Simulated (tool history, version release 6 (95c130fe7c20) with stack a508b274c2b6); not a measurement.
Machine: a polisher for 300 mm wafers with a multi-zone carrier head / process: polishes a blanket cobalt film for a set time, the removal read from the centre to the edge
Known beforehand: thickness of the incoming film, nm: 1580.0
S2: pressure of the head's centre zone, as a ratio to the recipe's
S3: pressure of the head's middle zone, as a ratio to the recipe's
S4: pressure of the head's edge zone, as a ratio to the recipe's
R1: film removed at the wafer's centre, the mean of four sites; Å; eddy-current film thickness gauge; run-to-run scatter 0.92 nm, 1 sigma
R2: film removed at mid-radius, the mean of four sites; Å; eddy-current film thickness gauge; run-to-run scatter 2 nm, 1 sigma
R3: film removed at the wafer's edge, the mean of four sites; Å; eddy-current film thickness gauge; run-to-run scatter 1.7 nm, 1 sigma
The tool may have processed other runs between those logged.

{"run": 1, "day": 0.0, "flow of slurry (ml/min)": 265, "S2": 1.0, "S3": 1.0, "S4": 1.0, "polishing time (s)": 33, "R1": 1027.7, "R2": 1064.1, "R3": 1032.2}
{"run": 2, "day": 0.238, "flow of slurry (ml/min)": 265, "S2": 1.04, "S3": 1.0, "S4": 1.0, "polishing time (s)": 33, "R1": 1059.5, "R2": 1060.2, "R3": 1058.5}
{"run": 3, "day": 0.508, "flow of slurry (ml/min)": 265, "S2": 1.04, "S3": 0.96, "S4": 1.0, "polishing time (s)": 33, "R1": 1059.1, "R2": 1020.7, "R3": 1042.3}
{"run": 4, "day": 0.65, "flow of slurry (ml/min)": 205, "S2": 1.04, "S3": 0.96, "S4": 1.0, "polishing time (s)": 33, "R1": 1030.8, "R2": 991.56, "R3": 1018.1}
{"run": 5, "day": 0.696, "flow of slurry (ml/min)": 240, "S2": 1.09, "S3": 1.02, "S4": 1.03, "polishing time (s)": 35, "R1": 1184.7, "R2": 1140.7, "R3": 1084.2}
{"run": 6, "day": 0.779, "flow of slurry (ml/min)": 275, "S2": 1.09, "S3": 1.02, "S4": 1.06, "polishing time (s)": 37, "R1": 1247.0, "R2": 1167.4, "R3": 1171.1}
{"run": 7, "day": 1.1, "flow of slurry (ml/min)": 290, "S2": 1.09, "S3": 1.04, "S4": 1.06, "polishing time (s)": 39, "R1": 1340.2, "R2": 1298.6, "R3": 1215.5}

The next listed run, before its measurement:
{"run": 8, "day": 1.338, "flow of slurry (ml/min)": 290, "S2": 1.09, "S3": 1.04, "S4": 1.06, "polishing time (s)": 39, "R1": "?", "R2": "?", "R3": "?"}

{"run 8": {"R1": 1333.5, "R2": 1315.0, "R3": 1253.1}}
